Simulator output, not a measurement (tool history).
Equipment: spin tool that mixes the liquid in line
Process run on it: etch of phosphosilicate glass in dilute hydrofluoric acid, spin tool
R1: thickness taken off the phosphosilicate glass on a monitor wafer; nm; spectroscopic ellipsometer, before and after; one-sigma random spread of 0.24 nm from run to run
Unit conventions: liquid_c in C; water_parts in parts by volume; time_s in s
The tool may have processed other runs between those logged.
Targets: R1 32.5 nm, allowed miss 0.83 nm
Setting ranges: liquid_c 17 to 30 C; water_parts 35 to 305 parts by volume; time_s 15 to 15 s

run 1 hour=0 | liquid_c=22 water_parts=170 time_s=15 | R1=17.927
run 2 hour=5.9 | liquid_c=23 water_parts=165 time_s=15 | R1=19.166
run 3 hour=14.6 | liquid_c=23.5 water_parts=160 time_s=15 | R1=20.282
run 4 hour=21.5 | liquid_c=24 water_parts=155 time_s=15 | R1=21.478
run 5 hour=26.9 | liquid_c=21 water_parts=155 time_s=15 | R1=19.104
run 6 hour=33.7 | liquid_c=22 water_parts=150 time_s=15 | R1=20.887
run 7 hour=37.1 | liquid_c=23 water_parts=145 time_s=15 | R1=22.183
run 8 hour=44 | liquid_c=23 water_parts=145 time_s=15 | R1=22.459
run 9 hour=51.5 | liquid_c=27 water_parts=125 time_s=15 | R1=30.615

Next run, 4 choices. One meets every target within its allowed miss, the rest don't. Which?
run A hour=59 | liquid_c=30 water_parts=125 time_s=15 | R1=?
run B hour=59 | liquid_c=29 water_parts=135 time_s=15 | R1=?
run C hour=59 | liquid_c=27 water_parts=120 time_s=15 | R1=?
run D hour=59 | liquid_c=26.5 water_parts=110 time_s=15 | R1=?

move=A R1=34.716
move=B R1=30.597
move=C R1=32.494
move=D R1=35.182
A: takes the biggest miss from the last run beyond its target
B: roughly where the last run was
C: in spec on every target
D: takes the biggest miss from the last run beyond its target
Answer: C
